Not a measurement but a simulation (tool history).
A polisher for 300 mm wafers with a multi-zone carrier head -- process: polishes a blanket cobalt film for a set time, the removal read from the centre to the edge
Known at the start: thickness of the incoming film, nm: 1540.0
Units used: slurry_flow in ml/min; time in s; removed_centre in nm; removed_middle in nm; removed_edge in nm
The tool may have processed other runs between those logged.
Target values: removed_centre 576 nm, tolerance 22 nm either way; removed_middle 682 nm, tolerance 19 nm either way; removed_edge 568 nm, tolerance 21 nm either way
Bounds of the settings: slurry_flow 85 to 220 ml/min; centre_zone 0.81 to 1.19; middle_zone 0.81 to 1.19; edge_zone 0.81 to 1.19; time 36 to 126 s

run 1 day=0 | slurry_flow=140 centre_zone=1 middle_zone=1 edge_zone=1 time=81 | removed_centre=505.26 removed_middle=515.67 removed_edge=523.04
run 2 day=0.279 | slurry_flow=140 centre_zone=1 middle_zone=1 edge_zone=0.94 time=81 | removed_centre=518.43 removed_middle=513.6 removed_edge=518.35
run 3 day=0.45 | slurry_flow=155 centre_zone=1 middle_zone=1.05 edge_zone=0.95 time=82 | removed_centre=535.37 removed_middle=555.5 removed_edge=531.41
run 4 day=0.683 | slurry_flow=155 centre_zone=1 middle_zone=1.13 edge_zone=0.95 time=82 | removed_centre=529.28 removed_middle=596.04 removed_edge=527.94
run 5 day=0.917 | slurry_flow=155 centre_zone=1.03 middle_zone=1.13 edge_zone=0.95 time=82 | removed_centre=538.85 removed_middle=595.86 removed_edge=521.53
run 6 day=1.158 | slurry_flow=135 centre_zone=1.03 middle_zone=1.13 edge_zone=0.95 time=82 | removed_centre=537.3 removed_middle=583.77 removed_edge=515.22
run 7 day=1.362 | slurry_flow=135 centre_zone=1.03 middle_zone=1.13 edge_zone=0.95 time=82 | removed_centre=534.01 removed_middle=583.79 removed_edge=513.38
run 8 day=1.617 | slurry_flow=150 centre_zone=1.03 middle_zone=1.15 edge_zone=0.96 time=83 | removed_centre=559.52 removed_middle=603 removed_edge=536.02
-- day=1.8 edge zone pressure recalibrated
run 9 day=1.8 | slurry_flow=150 centre_zone=1.03 middle_zone=1.15 edge_zone=0.96 time=83 | removed_centre=546.24 removed_middle=608.38 removed_edge=519.7
run 10 day=1.888 | slurry_flow=155 centre_zone=1.02 middle_zone=1.16 edge_zone=0.96 time=84 | removed_centre=553.54 removed_middle=624.02 removed_edge=515.84
run 11 day=2.238 | slurry_flow=150 centre_zone=1 middle_zone=1.15 edge_zone=0.96 time=87 | removed_centre=556.15 removed_middle=641.32 removed_edge=530.7
run 12 day=2.396 | slurry_flow=160 centre_zone=0.99 middle_zone=1.14 edge_zone=0.98 time=88 | removed_centre=566.41 removed_middle=640.65 removed_edge=546.96
run 13 day=2.504 | slurry_flow=165 centre_zone=0.98 middle_zone=1.14 edge_zone=0.98 time=89 | removed_centre=573.73 removed_middle=650.5 removed_edge=558.6

Exactly one of the 5 candidate moves below puts every result within its allowed miss. Which one?
run A day=2.612 | slurry_flow=170 centre_zone=1.01 middle_zone=1.12 edge_zone=0.97 time=87 | removed_centre=? removed_middle=? removed_edge=?
run B day=2.612 | slurry_flow=170 centre_zone=1.01 middle_zone=1.15 edge_zone=1 time=83 | removed_centre=? removed_middle=? removed_edge=?
run C day=2.612 | slurry_flow=175 centre_zone=0.97 middle_zone=1.17 edge_zone=0.99 time=90 | removed_centre=? removed_middle=? removed_edge=?
run D day=2.612 | slurry_flow=195 centre_zone=0.94 middle_zone=1.02 edge_zone=0.86 time=92 | removed_centre=? removed_middle=? removed_edge=?
run E day=2.612 | slurry_flow=135 centre_zone=1.06 middle_zone=1.18 edge_zone=1.04 time=88 | removed_centre=? removed_middle=? removed_edge=?

move=A removed_centre=571.82 removed_middle=637.13 removed_edge=549.03
move=B removed_centre=545.65 removed_middle=621.79 removed_edge=529.92
move=C removed_centre=570.79 removed_middle=687.32 removed_edge=573.88
move=D removed_centre=574.14 removed_middle=634.27 removed_edge=563.23
move=E removed_centre=583.61 removed_middle=650.39 removed_edge=556.21
A: lands further from the targets than the last run did
B: lands further from the targets than the last run did
C: hits every target within its allowed miss
D: lands further from the targets than the last run did
E: no nearer and no further than the last run
Move C is the one to make.

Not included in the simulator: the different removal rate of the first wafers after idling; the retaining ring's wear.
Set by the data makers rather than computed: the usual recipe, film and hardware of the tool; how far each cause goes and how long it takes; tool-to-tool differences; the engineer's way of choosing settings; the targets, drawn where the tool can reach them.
